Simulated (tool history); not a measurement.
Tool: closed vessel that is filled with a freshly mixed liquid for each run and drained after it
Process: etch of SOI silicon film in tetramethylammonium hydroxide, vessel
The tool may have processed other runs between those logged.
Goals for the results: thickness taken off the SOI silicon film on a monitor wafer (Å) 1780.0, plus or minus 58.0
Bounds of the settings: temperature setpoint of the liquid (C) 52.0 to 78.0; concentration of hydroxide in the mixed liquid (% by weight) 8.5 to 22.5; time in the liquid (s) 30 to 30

run    day  temperature setpoint of the liquid (C)  concentration of hydroxide in the mixed liquid (% by weight)  time in the liquid (s)  thickness taken off the SOI silicon film on a monitor wafer (Å)
  1  0.000                                    65.0                                                          15.5                      30                                                           1289.6
  2  0.062                                    66.0                                                          15.5                      30                                                           1341.8
  3  0.212                                    67.0                                                          15.5                      30                                                           1424.7
  4  0.296                                    67.0                                                          13.5                      30                                                           1559.8
  5  0.333                                    67.0                                                          13.5                      30                                                           1512.5
  6  0.671                                    67.0                                                          16.0                      30                                                           1412.4
  7  0.779                                    67.5                                                          16.0                      30                                                           1479.3
  8  0.925                                    67.5                                                          16.0                      30                                                           1465.9
  9  1.146                                    68.0                                                          16.0                      30                                                           1501.1
 10  1.367                                    68.5                                                          16.0                      30                                                           1547.3

4 candidate next runs follow, results not yet known. Just one meets every target within its allowed miss. Identify it.
  A  1.588                                    71.0                                                          16.0                      30                                                                ?
  B  1.588                                    71.0                                                          13.5                      30                                                                ?
  C  1.588                                    67.0                                                          17.5                      30                                                                ?
  D  1.588                                    65.0                                                          19.0                      30                                                                ?

move  thickness taken off the SOI silicon film on a monitor wafer (Å)
   A                                                           1814.7
   B                                                           1958.4
   C                                                           1386.6
   D                                                           1188.6
A: hits every target within its allowed miss
B: carries the result that was furthest off beyond its target, to the other side
C: further off than the last run
D: further off than the last run
The move that meets every target is A.
